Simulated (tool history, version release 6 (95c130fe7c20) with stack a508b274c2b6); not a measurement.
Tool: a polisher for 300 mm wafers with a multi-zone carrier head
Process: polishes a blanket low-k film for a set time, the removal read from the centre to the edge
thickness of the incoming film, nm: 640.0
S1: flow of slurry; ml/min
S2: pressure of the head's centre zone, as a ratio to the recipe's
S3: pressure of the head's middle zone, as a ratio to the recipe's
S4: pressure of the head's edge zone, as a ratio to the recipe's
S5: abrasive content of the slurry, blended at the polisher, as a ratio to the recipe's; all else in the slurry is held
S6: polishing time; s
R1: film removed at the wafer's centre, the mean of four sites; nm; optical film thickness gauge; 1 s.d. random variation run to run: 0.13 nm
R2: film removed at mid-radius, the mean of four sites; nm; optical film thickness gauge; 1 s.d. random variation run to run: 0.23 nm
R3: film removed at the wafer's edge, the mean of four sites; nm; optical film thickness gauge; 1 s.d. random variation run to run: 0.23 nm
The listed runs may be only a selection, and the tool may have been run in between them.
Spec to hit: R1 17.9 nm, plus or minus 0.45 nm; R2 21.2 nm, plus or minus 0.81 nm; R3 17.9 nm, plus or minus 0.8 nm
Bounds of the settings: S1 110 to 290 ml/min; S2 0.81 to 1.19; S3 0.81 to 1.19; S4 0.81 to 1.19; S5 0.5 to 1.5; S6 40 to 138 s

| run | hour | S1 | S2 | S3 | S4 | S5 | S6 | R1 | R2 | R3 |
|---|---|---|---|---|---|---|---|---|---|---|
| 1 | 0 | 185 | 1 | 1 | 1 | 1 | 88 | 21.933 | 21.822 | 22.957 |
| 2 | 1 | 180 | 0.99 | 1.02 | 0.97 | 0.95 | 88 | 20.984 | 21.418 | 21.959 |
| 3 | 6.9 | 180 | 0.99 | 1.02 | 1 | 0.95 | 88 | 21.23 | 20.888 | 22.265 |
| 4 | 12.5 | 175 | 0.98 | 1.05 | 0.97 | 0.9 | 88 | 20.018 | 21.257 | 21.003 |
| 5 | 18.9 | 170 | 0.98 | 1.06 | 0.95 | 0.9 | 88 | 20.153 | 21.278 | 21.417 |
| 6 | 25 | 135 | 0.98 | 1.06 | 0.95 | 0.9 | 88 | 19.273 | 20.332 | 20.453 |
| 7 | 30.5 | 135 | 0.98 | 1.08 | 0.93 | 0.85 | 88 | 18.509 | 20.068 | 19.344 |
| 8 | 35.1 | 135 | 0.98 | 1.09 | 0.91 | 0.85 | 88 | 18.578 | 19.972 | 19.443 |
| 9 | 40.8 | 140 | 0.98 | 1.11 | 0.89 | 0.85 | 88 | 18.637 | 20.255 | 18.806 |
| 10 | 45.5 | 140 | 0.97 | 1.12 | 0.88 | 0.85 | 88 | 18.706 | 20.336 | 19.25 |
| 11 | 52.5 | 135 | 0.97 | 1.13 | 0.87 | 0.85 | 89 | 18.525 | 20.27 | 19.281 |
| 12 | 54.5 | 135 | 0.97 | 1.13 | 0.87 | 0.85 | 89 | 18.539 | 20.564 | 18.798 |
| 13 | 60.2 | 135 | 0.96 | 1.14 | 0.86 | 0.85 | 89 | 18.596 | 20.926 | 19.267 |
| 14 | 66.2 | 135 | 0.96 | 1.15 | 0.85 | 0.85 | 89 | 18.507 | 21.189 | 18.688 |
| 15 | 70 | 135 | 0.96 | 1.16 | 0.84 | 0.85 | 89 | 18.528 | 21.498 | 18.497 |
| 16 | 73.6 | 130 | 0.96 | 1.16 | 0.84 | 0.85 | 89 | 18.47 | 21.104 | 18.607 |
| 17 | 78.4 | 130 | 0.96 | 1.17 | 0.83 | 0.85 | 89 | 18.037 | 21.548 | 18.713 |

Next run, 4 choices. One meets every target within its allowed miss, the rest don't. Which?
| A | 83.2 | 110 | 0.94 | 1.11 | 0.88 | 0.8 | 101 | ? | ? | ? |
| B | 83.2 | 110 | 0.89 | 1.12 | 0.92 | 0.9 | 94 | ? | ? | ? |
| C | 83.2 | 120 | 0.96 | 1.19 | 0.81 | 0.9 | 85 | ? | ? | ? |
| D | 83.2 | 135 | 0.83 | 1.19 | 0.87 | 0.85 | 93 | ? | ? | ? |

| move | R1 | R2 | R3 |
|---|---|---|---|
| A | 19.001 | 21.315 | 20.47 |
| B | 18.557 | 21.693 | 21.11 |
| C | 17.96 | 21.051 | 18.206 |
| D | 17.774 | 22.691 | 20.134 |
A: misses by more than the last run did
B: misses by more than the last run did
C: hits every target within its allowed miss
D: misses by more than the last run did
Move C is the one to make.
